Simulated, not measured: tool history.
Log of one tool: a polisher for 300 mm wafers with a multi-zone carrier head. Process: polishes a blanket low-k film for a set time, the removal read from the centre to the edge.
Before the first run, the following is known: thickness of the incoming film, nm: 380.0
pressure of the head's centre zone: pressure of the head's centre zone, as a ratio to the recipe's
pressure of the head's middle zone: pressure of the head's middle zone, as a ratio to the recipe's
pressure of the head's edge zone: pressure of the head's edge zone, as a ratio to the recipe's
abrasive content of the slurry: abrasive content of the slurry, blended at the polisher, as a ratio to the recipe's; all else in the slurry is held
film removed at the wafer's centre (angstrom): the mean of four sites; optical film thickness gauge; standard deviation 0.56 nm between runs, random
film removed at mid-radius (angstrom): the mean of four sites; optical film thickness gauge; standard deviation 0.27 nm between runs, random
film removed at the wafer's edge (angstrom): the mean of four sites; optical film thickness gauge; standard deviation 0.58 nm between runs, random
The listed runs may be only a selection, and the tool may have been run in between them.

run  hour  flow of slurry (ml/min)  pressure of the head's centre zone  pressure of the head's middle zone  pressure of the head's edge zone  abrasive content of the slurry  polishing time (s)  film removed at the wafer's centre (angstrom)  film removed at mid-radius (angstrom)  film removed at the wafer's edge (angstrom)
  1     0                      130                                   1                                   1                                 1                               1                  82                                         279.29                                 270.31                                       271.59
  2   4.5                      130                                   1                                   1                              0.93                               1                  82                                         279.42                                 270.84                                       265.51
  3   7.5                      135                                1.02                                0.99                              0.98                             1.1                  85                                          311.8                                 291.44                                       289.55
  4  11.2                      135                                1.02                                0.99                              1.03                             1.1                  85                                         317.46                                 291.01                                       294.71
  5  18.7                      135                                1.02                                0.98                              1.06                             1.2                  89                                         331.98                                 313.12                                       327.02
  6  21.3                      140                                1.04                                0.98                              1.08                            1.25                  92                                         367.09                                 333.69                                       351.49
  7  26.9                      145                                1.05                                0.98                               1.1                             1.3                  93                                         373.44                                 339.17                                       360.45

Run 8 has not been measured yet. What should we expect?
  8  34.2                      145                                1.07                                0.98                              1.11                            1.35                  95                                              ?                                      ?                                            ?

{"run 8": {"film removed at the wafer's centre (angstrom)": 398.53, "film removed at mid-radius (angstrom)": 351.59, "film removed at the wafer's edge (angstrom)": 376.71}}

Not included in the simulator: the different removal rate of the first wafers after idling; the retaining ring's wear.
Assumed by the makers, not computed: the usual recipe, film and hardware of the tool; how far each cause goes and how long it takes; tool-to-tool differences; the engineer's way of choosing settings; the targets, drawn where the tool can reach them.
